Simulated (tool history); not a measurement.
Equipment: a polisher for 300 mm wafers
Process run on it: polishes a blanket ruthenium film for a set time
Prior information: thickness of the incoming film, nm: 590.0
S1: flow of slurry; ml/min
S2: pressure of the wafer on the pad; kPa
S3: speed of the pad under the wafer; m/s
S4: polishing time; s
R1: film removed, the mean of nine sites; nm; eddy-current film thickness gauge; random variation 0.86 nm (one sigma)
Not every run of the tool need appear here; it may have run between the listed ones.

{"run": 1, "hour": 0.0, "S1": 130, "S2": 14.5, "S3": 1.26, "S4": 60, "R1": 86.04}
{"run": 2, "hour": 1.7, "S1": 130, "S2": 14.5, "S3": 1.46, "S4": 60, "R1": 96.467}
{"run": 3, "hour": 3.7, "S1": 130, "S2": 13.1, "S3": 1.44, "S4": 60, "R1": 87.319}
{"run": 4, "hour": 8.4, "S1": 130, "S2": 15.9, "S3": 1.44, "S4": 60, "R1": 104.2}
{"run": 5, "hour": 10.5, "S1": 130, "S2": 14.5, "S3": 1.42, "S4": 60, "R1": 93.016}
{"run": 6, "hour": 14.3, "S1": 130, "S2": 13.1, "S3": 1.4, "S4": 60, "R1": 87.23}
{"run": 7, "hour": 21.3, "S1": 130, "S2": 11.7, "S3": 1.38, "S4": 60, "R1": 74.93}

Predict the results of run 8:
{"run": 8, "hour": 25.8, "S1": 130, "S2": 11.0, "S3": 1.38, "S4": 60, "R1": "?"}

R1: 70.443 nm

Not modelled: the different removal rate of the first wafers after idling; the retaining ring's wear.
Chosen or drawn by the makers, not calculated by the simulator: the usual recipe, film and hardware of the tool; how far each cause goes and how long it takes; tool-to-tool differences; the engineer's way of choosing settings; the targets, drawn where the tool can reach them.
